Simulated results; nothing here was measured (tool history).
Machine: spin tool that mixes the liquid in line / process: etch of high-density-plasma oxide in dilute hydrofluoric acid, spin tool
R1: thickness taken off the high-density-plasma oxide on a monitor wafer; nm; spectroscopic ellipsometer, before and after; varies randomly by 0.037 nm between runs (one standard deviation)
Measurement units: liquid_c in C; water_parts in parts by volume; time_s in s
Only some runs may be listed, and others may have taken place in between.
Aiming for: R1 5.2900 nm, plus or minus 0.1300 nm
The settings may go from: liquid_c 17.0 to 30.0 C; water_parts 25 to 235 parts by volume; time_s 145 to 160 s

run 1 hour=0.0 | liquid_c=22.0 water_parts=130 time_s=145 | R1=6.2607
run 2 hour=8.8 | liquid_c=22.0 water_parts=130 time_s=160 | R1=6.8902
run 3 hour=13.2 | liquid_c=20.5 water_parts=135 time_s=160 | R1=6.2048
run 4 hour=15.7 | liquid_c=19.5 water_parts=135 time_s=160 | R1=5.9958
run 5 hour=19.4 | liquid_c=19.5 water_parts=120 time_s=160 | R1=6.9100
run 6 hour=22.2 | liquid_c=17.0 water_parts=120 time_s=160 | R1=6.2125
run 7 hour=30.7 | liquid_c=17.0 water_parts=125 time_s=160 | R1=5.9256
run 8 hour=32.0 | liquid_c=17.0 water_parts=130 time_s=160 | R1=5.6042

Consider the 5 candidate settings below. Which is the only one whose results all fall within their allowed miss of target?
run A hour=33.3 | liquid_c=19.0 water_parts=135 time_s=160 | R1=?
run B hour=33.3 | liquid_c=17.0 water_parts=125 time_s=145 | R1=?
run C hour=33.3 | liquid_c=20.0 water_parts=135 time_s=145 | R1=?
run D hour=33.3 | liquid_c=18.0 water_parts=130 time_s=155 | R1=?
run E hour=33.3 | liquid_c=17.0 water_parts=120 time_s=145 | R1=?

move=A R1=5.8617
move=B R1=5.3453
move=C R1=5.5294
move=D R1=5.6940
move=E R1=5.5983
A: the biggest miss grows against the last run
B: in spec on every target
C: closer than the last run, but not yet in spec
D: the biggest miss grows against the last run
E: roughly where the last run was
B meets every target.

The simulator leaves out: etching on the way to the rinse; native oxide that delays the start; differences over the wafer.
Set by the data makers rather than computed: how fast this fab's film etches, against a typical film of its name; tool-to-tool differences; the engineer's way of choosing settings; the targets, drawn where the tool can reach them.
